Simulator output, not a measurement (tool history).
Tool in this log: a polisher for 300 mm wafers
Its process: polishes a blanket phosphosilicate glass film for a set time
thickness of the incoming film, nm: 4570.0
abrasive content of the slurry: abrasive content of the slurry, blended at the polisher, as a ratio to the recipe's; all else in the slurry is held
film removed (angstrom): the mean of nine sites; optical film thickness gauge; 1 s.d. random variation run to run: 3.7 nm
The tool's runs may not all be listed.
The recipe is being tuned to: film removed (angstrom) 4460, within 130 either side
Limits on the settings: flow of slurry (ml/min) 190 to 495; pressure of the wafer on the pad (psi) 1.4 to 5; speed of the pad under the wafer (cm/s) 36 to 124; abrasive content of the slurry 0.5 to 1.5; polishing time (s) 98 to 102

run  hour  flow of slurry (ml/min)  pressure of the wafer on the pad (psi)  speed of the pad under the wafer (cm/s)  abrasive content of the slurry  polishing time (s)  film removed (angstrom)
  1     0                      320                                     3.2                                       80                               1                  98                   6629.7
  2   2.7                      320                                     2.8                                       80                               1                  98                   5867.2
  3  10.4                      320                                     2.5                                       80                               1                  98                   5422.2
  4  14.5                      320                                     2.3                                       80                               1                  98                   4955.7
  5  15.4                      285                                     2.3                                       80                               1                  98                   4782.8
  6  22.1                      285                                     2.3                                       80                               1                  98                     4858
  7  30.2                      265                                     2.3                                       80                               1                  98                   4776.8
  8  32.9                      250                                     2.3                                       80                               1                  98                   4817.9

Exactly one of the 5 candidate moves below puts every result within its allowed miss. Which one?
  A  35.6                      290                                     2.6                                       66                             1.1                 102                        ?
  B  35.6                      255                                     2.6                                       76                               1                  99                        ?
  C  35.6                      275                                     2.2                                       82                             1.1                 102                        ?
  D  35.6                      285                                     2.4                                       82                               1                 102                        ?
  E  35.6                      195                                     2.1                                      100                             0.7                  98                        ?

move  film removed (angstrom)
   A                   5098.9
   B                   5245.5
   C                   5110.4
   D                   5380.1
   E                     4444
A: the biggest miss grows against the last run
B: the biggest miss grows against the last run
C: the biggest miss grows against the last run
D: the biggest miss grows against the last run
E: each result inside its tolerance
The move that meets every target is E.
